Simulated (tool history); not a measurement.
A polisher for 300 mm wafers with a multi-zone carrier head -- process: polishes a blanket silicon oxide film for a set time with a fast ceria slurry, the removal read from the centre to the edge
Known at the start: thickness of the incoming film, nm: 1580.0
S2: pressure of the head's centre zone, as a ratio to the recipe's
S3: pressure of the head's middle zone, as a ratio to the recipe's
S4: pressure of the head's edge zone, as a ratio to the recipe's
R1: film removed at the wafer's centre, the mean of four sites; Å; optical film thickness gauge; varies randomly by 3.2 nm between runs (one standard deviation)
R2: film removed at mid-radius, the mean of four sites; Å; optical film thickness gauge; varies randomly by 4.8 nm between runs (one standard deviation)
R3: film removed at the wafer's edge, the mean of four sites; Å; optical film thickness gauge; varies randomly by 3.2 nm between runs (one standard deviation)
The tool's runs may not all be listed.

{"run": 1, "day": 0.0, "flow of slurry (ml/min)": 125, "S2": 1.0, "S3": 1.0, "S4": 1.0, "polishing time (s)": 42, "R1": 5440.5, "R2": 5359.9, "R3": 5526.5}
{"run": 2, "day": 0.262, "flow of slurry (ml/min)": 125, "S2": 1.08, "S3": 1.0, "S4": 1.0, "polishing time (s)": 42, "R1": 5739.5, "R2": 5322.5, "R3": 5517.2}
{"run": 3, "day": 0.604, "flow of slurry (ml/min)": 110, "S2": 1.01, "S3": 1.02, "S4": 1.03, "polishing time (s)": 38, "R1": 4845.9, "R2": 4856.9, "R3": 4955.9}
{"run": 4, "day": 0.946, "flow of slurry (ml/min)": 100, "S2": 0.96, "S3": 1.03, "S4": 1.07, "polishing time (s)": 35, "R1": 4066.0, "R2": 4218.3, "R3": 4509.0}
{"run": 5, "day": 1.208, "flow of slurry (ml/min)": 100, "S2": 0.96, "S3": 1.03, "S4": 1.12, "polishing time (s)": 35, "R1": 3984.8, "R2": 4282.5, "R3": 4657.7}
{"run": 6, "day": 1.292, "flow of slurry (ml/min)": 95, "S2": 0.92, "S3": 1.05, "S4": 1.12, "polishing time (s)": 34, "R1": 3661.8, "R2": 4226.1, "R3": 4482.0}
{"run": 7, "day": 1.317, "flow of slurry (ml/min)": 90, "S2": 0.9, "S3": 1.05, "S4": 1.1, "polishing time (s)": 33, "R1": 3469.7, "R2": 3996.1, "R3": 4261.7}
{"run": 8, "day": 1.679, "flow of slurry (ml/min)": 85, "S2": 0.88, "S3": 1.06, "S4": 1.09, "polishing time (s)": 33, "R1": 3236.3, "R2": 4049.3, "R3": 4133.1}

The next listed run, before its measurement:
{"run": 9, "day": 1.833, "flow of slurry (ml/min)": 85, "S2": 0.87, "S3": 1.05, "S4": 1.08, "polishing time (s)": 33, "R1": "?", "R2": "?", "R3": "?"}

{"run 9": {"R1": 3245.7, "R2": 3916.1, "R3": 4171.2}}
